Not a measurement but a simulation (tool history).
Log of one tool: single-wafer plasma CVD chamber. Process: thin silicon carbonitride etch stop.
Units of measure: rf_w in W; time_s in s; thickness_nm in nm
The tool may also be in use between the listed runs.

run	hour	rf_w	time_s	thickness_nm
1	0.0	235	10.7	5.7513
2	0.7	205	10.7	5.5367
3	1.7	235	10.7	5.7654
4	3.0	230	10.4	5.5626
5	9.8	255	10.4	5.6730
# hour 15.4: RF generator calibrated
6	15.4	280	10.4	6.0319

Expected results for the next run?
7	16.4	240	9.5	?

{"run 7": {"thickness_nm": 5.3284}}
